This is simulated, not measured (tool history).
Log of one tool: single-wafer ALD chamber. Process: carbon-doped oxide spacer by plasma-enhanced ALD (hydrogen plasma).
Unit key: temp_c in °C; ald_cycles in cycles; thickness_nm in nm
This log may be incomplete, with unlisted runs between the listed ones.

run 1 hour=0 | temp_c=415 ald_cycles=270 | thickness_nm=11.533
run 2 hour=7.6 | temp_c=410 ald_cycles=270 | thickness_nm=11.715
run 3 hour=11.6 | temp_c=410 ald_cycles=283 | thickness_nm=12.247
run 4 hour=16 | temp_c=405 ald_cycles=285 | thickness_nm=12.61
run 5 hour=20.3 | temp_c=403 ald_cycles=286 | thickness_nm=12.657
run 6 hour=25.6 | temp_c=403 ald_cycles=251 | thickness_nm=11.112
run 7 hour=32.7 | temp_c=400 ald_cycles=263 | thickness_nm=11.746
run 8 hour=37.3 | temp_c=398 ald_cycles=270 | thickness_nm=11.938

Run 9 has not been measured yet. What should we expect?
run 9 hour=43.4 | temp_c=397 ald_cycles=278 | thickness_nm=?

Run 9 gave thickness_nm 12.448 nm.

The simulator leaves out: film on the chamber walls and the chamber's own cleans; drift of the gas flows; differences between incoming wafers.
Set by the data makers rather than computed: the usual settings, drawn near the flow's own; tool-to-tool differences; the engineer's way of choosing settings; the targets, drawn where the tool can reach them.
